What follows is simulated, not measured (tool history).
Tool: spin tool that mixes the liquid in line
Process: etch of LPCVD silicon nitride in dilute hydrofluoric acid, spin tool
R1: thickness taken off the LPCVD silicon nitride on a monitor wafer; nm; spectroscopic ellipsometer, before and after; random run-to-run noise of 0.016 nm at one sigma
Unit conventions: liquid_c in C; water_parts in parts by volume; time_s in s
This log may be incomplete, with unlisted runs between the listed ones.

run 1 hour=0 | liquid_c=22 water_parts=150 time_s=285 | R1=0.91064
run 2 hour=8.7 | liquid_c=22 water_parts=190 time_s=285 | R1=0.65988
run 3 hour=12.8 | liquid_c=21.5 water_parts=195 time_s=285 | R1=0.64556
run 4 hour=15.1 | liquid_c=21.5 water_parts=195 time_s=285 | R1=0.63363
run 5 hour=16.4 | liquid_c=21 water_parts=205 time_s=285 | R1=0.58515
run 6 hour=18.5 | liquid_c=20.5 water_parts=210 time_s=285 | R1=0.58739

Predict the results of run 7:
run 7 hour=22.1 | liquid_c=20.5 water_parts=220 time_s=285 | R1=?

Run 7 produced R1 0.52454 nm.
